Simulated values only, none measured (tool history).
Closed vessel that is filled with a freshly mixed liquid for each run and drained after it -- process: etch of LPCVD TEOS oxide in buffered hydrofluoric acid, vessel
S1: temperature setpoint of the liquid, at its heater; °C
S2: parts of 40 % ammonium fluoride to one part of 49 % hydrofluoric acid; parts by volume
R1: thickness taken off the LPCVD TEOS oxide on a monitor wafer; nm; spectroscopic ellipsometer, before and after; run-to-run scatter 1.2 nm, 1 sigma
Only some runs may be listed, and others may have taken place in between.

Run 1, hour 0.0: S1 24.0 °C, S2 16.0 parts by volume, time in the liquid (s) 100. Result: R1 157.04 nm.
Run 2, hour 2.7: S1 24.0 °C, S2 16.0 parts by volume, time in the liquid (s) 100. Result: R1 159.53 nm.
Run 3, hour 8.1: S1 24.0 °C, S2 16.0 parts by volume, time in the liquid (s) 105. Result: R1 166.32 nm.
Run 4, hour 10.9: S1 22.5 °C, S2 16.0 parts by volume, time in the liquid (s) 105. Result: R1 153.58 nm.
Run 5, hour 14.7: S1 21.5 °C, S2 16.0 parts by volume, time in the liquid (s) 105. Result: R1 148.12 nm.
Run 6, hour 19.3: S1 21.5 °C, S2 16.0 parts by volume, time in the liquid (s) 105. Result: R1 148.02 nm.
Run 7, hour 27.9: S1 20.5 °C, S2 16.0 parts by volume, time in the liquid (s) 105. Result: R1 139.57 nm.
Run 8, hour 28.9: S1 19.5 °C, S2 16.0 parts by volume, time in the liquid (s) 105. Result: R1 131.59 nm.

Predict the results of run 9:
Run 9, hour 35.2: S1 19.0 °C, S2 16.0 parts by volume, time in the liquid (s) 105. Result: R1 ?.

Run 9 came out at R1 127.10 nm.
